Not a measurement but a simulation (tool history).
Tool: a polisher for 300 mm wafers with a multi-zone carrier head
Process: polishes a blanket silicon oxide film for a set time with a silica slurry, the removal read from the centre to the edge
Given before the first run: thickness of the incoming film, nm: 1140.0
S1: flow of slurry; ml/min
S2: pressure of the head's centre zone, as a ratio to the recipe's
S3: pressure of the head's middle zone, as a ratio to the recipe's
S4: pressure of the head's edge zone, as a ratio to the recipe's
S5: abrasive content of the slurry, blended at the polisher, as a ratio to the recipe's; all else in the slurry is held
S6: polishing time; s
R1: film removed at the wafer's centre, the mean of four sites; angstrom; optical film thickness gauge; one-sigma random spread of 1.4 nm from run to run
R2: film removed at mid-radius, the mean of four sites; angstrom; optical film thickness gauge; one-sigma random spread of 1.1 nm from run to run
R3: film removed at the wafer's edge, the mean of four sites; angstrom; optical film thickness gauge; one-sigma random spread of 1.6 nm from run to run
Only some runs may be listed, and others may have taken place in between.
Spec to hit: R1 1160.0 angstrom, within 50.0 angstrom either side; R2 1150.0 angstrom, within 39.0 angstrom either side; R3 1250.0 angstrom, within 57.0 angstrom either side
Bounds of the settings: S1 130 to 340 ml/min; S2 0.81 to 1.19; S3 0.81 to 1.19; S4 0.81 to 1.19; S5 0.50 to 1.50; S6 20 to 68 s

| run | hour | S1 | S2 | S3 | S4 | S5 | S6 | R1 | R2 | R3 |
|---|---|---|---|---|---|---|---|---|---|---|
| 1 | 0.0 | 220 | 1.00 | 1.00 | 1.00 | 1.00 | 44 | 1732.6 | 1676.1 | 1699.8 |
| 2 | 7.8 | 220 | 0.96 | 1.00 | 1.00 | 1.00 | 44 | 1678.7 | 1677.7 | 1739.3 |
| 3 | 12.5 | 215 | 0.94 | 0.98 | 0.98 | 0.85 | 43 | 1425.5 | 1402.7 | 1475.1 |
| 4 | 14.4 | 205 | 0.91 | 0.96 | 0.94 | 0.85 | 43 | 1315.4 | 1380.3 | 1442.9 |
| 5 | 22.9 | 180 | 0.91 | 0.96 | 0.94 | 0.85 | 43 | 1349.0 | 1368.9 | 1458.1 |
| 6 | 29.4 | 180 | 0.83 | 0.96 | 0.94 | 0.85 | 43 | 1234.2 | 1395.9 | 1414.2 |
| 7 | 31.3 | 180 | 0.83 | 0.96 | 0.94 | 0.85 | 43 | 1203.3 | 1371.2 | 1462.9 |
| 8 | 36.7 | 180 | 0.85 | 0.94 | 0.92 | 0.80 | 43 | 1172.6 | 1302.6 | 1346.8 |
| 9 | 45.0 | 180 | 0.87 | 0.91 | 0.91 | 0.80 | 43 | 1211.5 | 1242.7 | 1353.0 |
| 10 | 47.1 | 180 | 0.87 | 0.91 | 0.91 | 0.80 | 43 | 1205.2 | 1257.4 | 1351.3 |
| 11 | 55.4 | 180 | 0.88 | 0.89 | 0.89 | 0.80 | 43 | 1222.7 | 1234.5 | 1348.3 |

Exactly one of the 4 candidate moves below puts every result within its allowed miss. Which one?
| A | 63.7 | 150 | 0.92 | 0.82 | 0.93 | 0.85 | 42 | ? | ? | ? |
| B | 63.7 | 165 | 0.82 | 0.81 | 1.00 | 1.10 | 35 | ? | ? | ? |
| C | 63.7 | 130 | 0.89 | 0.88 | 0.82 | 0.65 | 53 | ? | ? | ? |
| D | 63.7 | 210 | 0.92 | 0.83 | 0.97 | 0.70 | 44 | ? | ? | ? |

| move | R1 | R2 | R3 |
|---|---|---|---|
| A | 1276.5 | 1163.5 | 1400.3 |
| B | 1152.4 | 1167.1 | 1449.6 |
| C | 1154.1 | 1154.7 | 1264.4 |
| D | 1146.2 | 1050.7 | 1258.6 |
A: the worst result of the last run now meets its target, but another is out of spec
B: the worst result of the last run now meets its target, but another is out of spec
C: all results land within tolerance of their targets
D: takes the result that was furthest off past its target
So the answer is move C, the one that meets all the targets.

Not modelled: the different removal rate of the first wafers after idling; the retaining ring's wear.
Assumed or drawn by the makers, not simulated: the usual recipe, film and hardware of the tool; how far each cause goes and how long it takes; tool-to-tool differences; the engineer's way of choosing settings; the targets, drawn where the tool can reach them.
